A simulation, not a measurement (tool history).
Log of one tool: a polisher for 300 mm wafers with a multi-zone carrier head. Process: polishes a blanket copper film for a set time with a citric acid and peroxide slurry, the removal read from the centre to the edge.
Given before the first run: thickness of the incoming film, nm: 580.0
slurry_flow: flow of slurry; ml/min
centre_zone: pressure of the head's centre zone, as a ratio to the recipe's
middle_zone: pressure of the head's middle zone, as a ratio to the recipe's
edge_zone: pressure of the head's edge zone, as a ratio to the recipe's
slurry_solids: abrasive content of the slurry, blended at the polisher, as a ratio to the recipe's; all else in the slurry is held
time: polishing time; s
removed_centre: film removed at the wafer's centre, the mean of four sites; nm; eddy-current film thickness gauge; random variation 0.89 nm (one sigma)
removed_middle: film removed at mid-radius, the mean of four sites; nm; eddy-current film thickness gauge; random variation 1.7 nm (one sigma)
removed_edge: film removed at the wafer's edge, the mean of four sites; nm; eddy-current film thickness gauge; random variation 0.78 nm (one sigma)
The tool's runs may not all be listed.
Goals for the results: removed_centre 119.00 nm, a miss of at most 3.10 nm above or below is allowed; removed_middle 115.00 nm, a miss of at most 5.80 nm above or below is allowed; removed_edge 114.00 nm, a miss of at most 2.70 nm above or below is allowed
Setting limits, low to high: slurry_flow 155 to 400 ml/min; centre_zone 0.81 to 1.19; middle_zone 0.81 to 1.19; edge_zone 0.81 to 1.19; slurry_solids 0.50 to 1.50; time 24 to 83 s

| run | hour | slurry_flow | centre_zone | middle_zone | edge_zone | slurry_solids | time | removed_centre | removed_middle | removed_edge |
|---|---|---|---|---|---|---|---|---|---|---|
| 1 | 0.0 | 255 | 1.00 | 1.00 | 1.00 | 1.00 | 53 | 189.91 | 185.73 | 186.31 |
| 2 | 5.8 | 250 | 0.99 | 0.99 | 0.97 | 0.90 | 49 | 172.16 | 168.58 | 162.01 |
| 3 | 7.1 | 250 | 0.99 | 0.99 | 0.97 | 0.70 | 49 | 157.46 | 152.92 | 151.99 |
| 4 | 15.0 | 245 | 0.97 | 0.97 | 0.94 | 0.65 | 48 | 150.19 | 146.37 | 147.38 |
| 5 | 16.3 | 245 | 1.01 | 0.97 | 0.94 | 0.65 | 48 | 156.35 | 149.83 | 146.05 |
| 6 | 19.2 | 245 | 1.00 | 0.96 | 0.92 | 0.60 | 46 | 144.67 | 139.58 | 137.58 |
| 7 | 24.1 | 230 | 0.98 | 0.92 | 0.82 | 0.50 | 39 | 114.28 | 109.66 | 104.41 |
| 8 | 32.5 | 245 | 0.98 | 0.92 | 0.84 | 0.50 | 39 | 114.03 | 108.40 | 107.28 |
| 9 | 41.1 | 255 | 0.98 | 0.93 | 0.85 | 0.50 | 39 | 114.20 | 111.23 | 106.65 |
| 10 | 45.6 | 255 | 0.98 | 0.93 | 0.87 | 0.50 | 39 | 114.14 | 110.24 | 107.45 |
|  | 50.5 | edge zone pressure recalibrated |
| 11 | 50.5 | 255 | 0.98 | 0.94 | 0.89 | 0.50 | 39 | 113.63 | 110.48 | 111.38 |
| 12 | 56.0 | 255 | 0.99 | 0.95 | 0.89 | 0.50 | 39 | 116.75 | 108.64 | 110.87 |

4 candidate next runs follow, results not yet known. Just one meets every target within its allowed miss. Identify it.
| A | 61.5 | 275 | 1.05 | 0.95 | 0.84 | 0.50 | 38 | ? | ? | ? |
| B | 61.5 | 235 | 1.00 | 0.98 | 0.81 | 0.50 | 38 | ? | ? | ? |
| C | 61.5 | 270 | 1.00 | 0.95 | 0.92 | 0.50 | 40 | ? | ? | ? |
| D | 61.5 | 290 | 1.03 | 0.88 | 1.04 | 0.50 | 38 | ? | ? | ? |

| move | removed_centre | removed_middle | removed_edge |
|---|---|---|---|
| A | 119.82 | 104.75 | 106.75 |
| B | 112.86 | 105.76 | 104.85 |
| C | 120.03 | 110.15 | 115.11 |
| D | 117.99 | 100.16 | 113.90 |
A: moves away from the targets compared with the last run
B: moves away from the targets compared with the last run
C: meets every target
D: the worst result of the last run now meets its target, but another is out of spec
Answer: C

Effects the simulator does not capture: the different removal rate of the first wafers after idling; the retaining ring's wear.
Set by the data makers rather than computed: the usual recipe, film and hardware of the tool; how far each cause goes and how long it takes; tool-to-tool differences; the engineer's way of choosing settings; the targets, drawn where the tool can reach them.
